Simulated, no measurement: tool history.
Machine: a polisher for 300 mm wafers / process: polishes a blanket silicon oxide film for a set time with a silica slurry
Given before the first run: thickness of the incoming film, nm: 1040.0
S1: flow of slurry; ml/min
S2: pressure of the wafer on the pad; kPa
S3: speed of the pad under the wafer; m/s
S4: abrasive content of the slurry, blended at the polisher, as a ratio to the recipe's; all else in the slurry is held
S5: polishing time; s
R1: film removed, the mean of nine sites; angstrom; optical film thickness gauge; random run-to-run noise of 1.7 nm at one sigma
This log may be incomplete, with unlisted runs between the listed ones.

run  hour   S1    S2    S3   S4  S5      R1
  1   0.0  205  28.3  1.04  1.0  63  1731.5
  2   6.1  210  29.6  1.04  1.0  63  1802.0
  3   9.0  210  29.6  1.04  1.0  63  1793.3
  4  10.9  210  31.0  1.04  1.0  63  1897.8
  5  18.4  210  31.0  1.04  1.1  63  1956.5
  6  27.3  210  33.8  1.04  1.1  63  2133.4

What will run 7 give?
  7  35.8  215  34.5  1.04  1.1  63   ?

R1: 2194.5 angstrom
